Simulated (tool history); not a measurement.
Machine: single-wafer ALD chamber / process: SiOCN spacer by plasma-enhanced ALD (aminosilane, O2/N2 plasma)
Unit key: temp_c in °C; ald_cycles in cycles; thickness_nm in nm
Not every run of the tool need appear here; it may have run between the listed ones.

{"run": 1, "day": 0.0, "temp_c": 400, "ald_cycles": 107, "thickness_nm": 6.3498}
{"run": 2, "day": 0.192, "temp_c": 400, "ald_cycles": 105, "thickness_nm": 6.2994}
{"run": 3, "day": 0.438, "temp_c": 400, "ald_cycles": 98, "thickness_nm": 5.8471}
{"run": 4, "day": 0.5, "temp_c": 400, "ald_cycles": 97, "thickness_nm": 5.769}
{"run": 5, "day": 0.525, "temp_c": 409, "ald_cycles": 97, "thickness_nm": 5.6439}
{"run": 6, "day": 0.85, "temp_c": 409, "ald_cycles": 96, "thickness_nm": 5.5645}
{"run": 7, "day": 1.112, "temp_c": 410, "ald_cycles": 95, "thickness_nm": 5.4958}

For run 8, what comes out?
{"run": 8, "day": 1.288, "temp_c": 410, "ald_cycles": 95, "thickness_nm": "?"}

{"run 8": {"thickness_nm": 5.4671}}
